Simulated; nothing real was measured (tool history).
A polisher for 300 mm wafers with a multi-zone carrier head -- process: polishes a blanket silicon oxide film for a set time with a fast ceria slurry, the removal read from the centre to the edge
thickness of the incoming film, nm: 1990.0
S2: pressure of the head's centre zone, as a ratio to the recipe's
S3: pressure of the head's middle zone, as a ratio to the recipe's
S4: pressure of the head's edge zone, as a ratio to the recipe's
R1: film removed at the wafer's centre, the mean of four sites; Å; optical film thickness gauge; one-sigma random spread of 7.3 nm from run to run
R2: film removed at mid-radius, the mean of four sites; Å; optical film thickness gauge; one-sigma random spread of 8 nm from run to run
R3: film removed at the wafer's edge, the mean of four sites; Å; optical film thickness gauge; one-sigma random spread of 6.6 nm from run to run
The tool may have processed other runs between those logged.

Run 1, hour 0: flow of slurry (ml/min) 295, S2 1, S3 1, S4 1, polishing time (s) 43. Result: R1 7084.8 Å, R2 7074.1 Å, R3 7037.7 Å.
Run 2, hour 2: flow of slurry (ml/min) 295, S2 1, S3 1, S4 1, polishing time (s) 52. Result: R1 8707.9 Å, R2 8571.8 Å, R3 8510.7 Å.
Run 3, hour 3.1: flow of slurry (ml/min) 295, S2 0.99, S3 1.01, S4 1, polishing time (s) 52. Result: R1 8603.1 Å, R2 8619.8 Å, R3 8646 Å.
Run 4, hour 3.9: flow of slurry (ml/min) 295, S2 0.98, S3 1.02, S4 1, polishing time (s) 52. Result: R1 8543.3 Å, R2 8876.8 Å, R3 8691.4 Å.
Run 5, hour 5.8: flow of slurry (ml/min) 235, S2 0.98, S3 1.02, S4 1, polishing time (s) 52. Result: R1 8463.9 Å, R2 8675.4 Å, R3 8463.2 Å.
Run 6, hour 13.4: flow of slurry (ml/min) 235, S2 0.98, S3 1.02, S4 1, polishing time (s) 61. Result: R1 9730.2 Å, R2 10032 Å, R3 9945.9 Å.
Run 7, hour 21.1: flow of slurry (ml/min) 230, S2 0.96, S3 1.01, S4 0.98, polishing time (s) 61. Result: R1 9409.2 Å, R2 10091 Å, R3 9991.5 Å.

Run 8 is up next; what results do you expect?
Run 8, hour 27.4: flow of slurry (ml/min) 230, S2 0.92, S3 0.99, S4 0.9, polishing time (s) 55. Result: R1 ?, R2 ?, R3 ?.

{"run 8": {"R1": 8163.4, "R2": 8846.3, "R3": 8577.4}}

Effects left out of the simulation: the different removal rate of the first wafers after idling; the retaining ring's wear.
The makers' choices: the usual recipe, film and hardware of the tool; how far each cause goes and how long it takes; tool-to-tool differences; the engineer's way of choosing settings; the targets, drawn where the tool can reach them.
